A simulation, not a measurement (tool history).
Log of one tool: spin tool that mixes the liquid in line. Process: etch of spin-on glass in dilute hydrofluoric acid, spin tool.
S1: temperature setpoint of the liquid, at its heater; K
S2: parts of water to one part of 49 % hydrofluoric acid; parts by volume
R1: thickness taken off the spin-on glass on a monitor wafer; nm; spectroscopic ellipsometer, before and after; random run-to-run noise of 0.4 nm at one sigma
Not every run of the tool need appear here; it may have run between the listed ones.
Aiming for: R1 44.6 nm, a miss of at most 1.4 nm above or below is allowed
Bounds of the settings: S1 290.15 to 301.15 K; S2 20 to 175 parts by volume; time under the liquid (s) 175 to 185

run 1 hour=0 | S1=293.15 S2=95 time_under_the_liquid_(s)=175 | R1=60.799
run 2 hour=5.9 | S1=293.15 S2=95 time_under_the_liquid_(s)=185 | R1=64.407
run 3 hour=13 | S1=291.65 S2=95 time_under_the_liquid_(s)=185 | R1=61.937
run 4 hour=13.6 | S1=294.65 S2=95 time_under_the_liquid_(s)=185 | R1=69.203
run 5 hour=16.5 | S1=291.15 S2=95 time_under_the_liquid_(s)=185 | R1=58.473
run 6 hour=25.4 | S1=291.15 S2=95 time_under_the_liquid_(s)=175 | R1=56.48
run 7 hour=28.8 | S1=291.15 S2=100 time_under_the_liquid_(s)=175 | R1=53.736
run 8 hour=34.9 | S1=291.15 S2=105 time_under_the_liquid_(s)=175 | R1=50.768
run 9 hour=41.9 | S1=290.65 S2=110 time_under_the_liquid_(s)=175 | R1=46.973

Of the 5 settings listed for the next run, only one would bring every result within its allowed miss of target. Which one?
run A hour=48.9 | S1=292.15 S2=115 time_under_the_liquid_(s)=175 | R1=?
run B hour=48.9 | S1=290.15 S2=115 time_under_the_liquid_(s)=180 | R1=?
run C hour=48.9 | S1=290.15 S2=105 time_under_the_liquid_(s)=175 | R1=?
run D hour=48.9 | S1=291.15 S2=110 time_under_the_liquid_(s)=175 | R1=?
run E hour=48.9 | S1=291.15 S2=110 time_under_the_liquid_(s)=180 | R1=?

move=A R1=48.37
move=B R1=45.795
move=C R1=49.265
move=D R1=48.779
move=E R1=50.173
A: further off than the last run
B: meets every target
C: further off than the last run
D: further off than the last run
E: further off than the last run
B meets every target.
